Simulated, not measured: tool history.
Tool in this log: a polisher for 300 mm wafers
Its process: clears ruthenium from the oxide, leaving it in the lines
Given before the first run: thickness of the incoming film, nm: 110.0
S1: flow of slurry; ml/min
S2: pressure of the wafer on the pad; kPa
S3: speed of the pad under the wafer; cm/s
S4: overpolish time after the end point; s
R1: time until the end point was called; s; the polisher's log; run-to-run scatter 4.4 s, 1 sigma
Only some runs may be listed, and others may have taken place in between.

{"run": 1, "hour": 0.0, "S1": 305, "S2": 13.1, "S3": 76, "S4": 5, "R1": 114.19}
{"run": 2, "hour": 7.3, "S1": 305, "S2": 14.5, "S3": 76, "S4": 5, "R1": 101.16}
{"run": 3, "hour": 15.9, "S1": 240, "S2": 14.5, "S3": 76, "S4": 5, "R1": 107.59}
{"run": 4, "hour": 16.7, "S1": 240, "S2": 13.8, "S3": 76, "S4": 5, "R1": 108.42}
{"run": 5, "hour": 23.9, "S1": 185, "S2": 13.8, "S3": 76, "S4": 5, "R1": 110.62}
{"run": 6, "hour": 25.8, "S1": 185, "S2": 13.1, "S3": 74, "S4": 5, "R1": 118.55}

For run 7, what comes out?
{"run": 7, "hour": 32.1, "S1": 185, "S2": 12.4, "S3": 72, "S4": 5, "R1": "?"}

{"run 7": {"R1": 130.51}}

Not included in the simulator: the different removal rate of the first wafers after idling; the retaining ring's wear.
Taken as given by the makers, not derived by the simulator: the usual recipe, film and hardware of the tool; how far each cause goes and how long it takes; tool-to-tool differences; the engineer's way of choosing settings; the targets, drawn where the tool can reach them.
